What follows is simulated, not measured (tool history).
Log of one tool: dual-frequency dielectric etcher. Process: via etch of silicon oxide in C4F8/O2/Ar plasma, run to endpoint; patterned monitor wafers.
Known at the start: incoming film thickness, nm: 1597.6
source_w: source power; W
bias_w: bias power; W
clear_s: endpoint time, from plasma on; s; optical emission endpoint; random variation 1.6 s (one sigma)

run 1 hour=0 | source_w=2180 bias_w=1774 | clear_s=308.89
run 2 hour=1.4 | source_w=2000 bias_w=1645 | clear_s=335.35
run 3 hour=8.7 | source_w=1870 bias_w=1631 | clear_s=348.04
run 4 hour=14.3 | source_w=1770 bias_w=1621 | clear_s=360.4
run 5 hour=16.7 | source_w=1770 bias_w=1458 | clear_s=371.88
run 6 hour=24.3 | source_w=1770 bias_w=1715 | clear_s=356.77
run 7 hour=31.8 | source_w=1700 bias_w=1707 | clear_s=368.44
run 8 hour=39.6 | source_w=1350 bias_w=1659 | clear_s=432.95
run 9 hour=41.9 | source_w=1390 bias_w=1663 | clear_s=419.68
run 10 hour=44 | source_w=1420 bias_w=1666 | clear_s=416.87
run 11 hour=52.2 | source_w=1420 bias_w=1666 | clear_s=413.85
run 12 hour=60.2 | source_w=1440 bias_w=1668 | clear_s=413.3

Run 13 comes next. What will it give?
run 13 hour=65.9 | source_w=1460 bias_w=1670 | clear_s=?

Run 13 gave clear_s 405.88 s.

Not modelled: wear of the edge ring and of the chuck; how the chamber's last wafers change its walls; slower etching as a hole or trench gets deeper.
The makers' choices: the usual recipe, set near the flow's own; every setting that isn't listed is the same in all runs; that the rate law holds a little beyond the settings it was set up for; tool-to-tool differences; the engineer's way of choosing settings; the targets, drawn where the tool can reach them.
